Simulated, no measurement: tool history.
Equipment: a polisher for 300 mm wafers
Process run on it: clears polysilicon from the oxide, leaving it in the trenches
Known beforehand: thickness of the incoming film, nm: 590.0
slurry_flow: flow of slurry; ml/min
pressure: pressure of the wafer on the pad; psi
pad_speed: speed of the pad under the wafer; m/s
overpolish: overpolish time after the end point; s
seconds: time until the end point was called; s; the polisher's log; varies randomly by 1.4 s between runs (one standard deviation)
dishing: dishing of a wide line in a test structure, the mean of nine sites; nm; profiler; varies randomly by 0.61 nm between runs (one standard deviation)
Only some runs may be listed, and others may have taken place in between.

| run | hour | slurry_flow | pressure | pad_speed | overpolish | seconds | dishing |
|---|---|---|---|---|---|---|---|
| 1 | 0 | 135 | 1.9 | 0.92 | 14 | 79.05 | 37.379 |
| 2 | 2.4 | 165 | 1.9 | 0.92 | 14 | 74.552 | 37.813 |
| 3 | 9.9 | 165 | 1.9 | 0.78 | 14 | 89.115 | 37.197 |
| 4 | 18.7 | 155 | 1.9 | 0.82 | 13 | 84.601 | 37.034 |
| 5 | 22.2 | 155 | 2.1 | 0.82 | 13 | 75.201 | 38.045 |
| 6 | 28.8 | 150 | 2 | 0.88 | 12 | 77.179 | 36.653 |
| 7 | 35.7 | 145 | 1.9 | 0.94 | 11 | 75.669 | 34.79 |
| 8 | 44 | 145 | 1.9 | 0.96 | 10 | 73.075 | 34.901 |
| 9 | 47.9 | 140 | 1.8 | 1 | 9 | 75.501 | 32.648 |
| 10 | 55.5 | 140 | 1.8 | 1.02 | 8 | 74.869 | 32.258 |

Run 11 is up next; what results do you expect?
| 11 | 60.1 | 145 | 1.9 | 0.98 | 4 | ? | ? |

Run 11 gave seconds 72.728 s, dishing 22.001 nm.
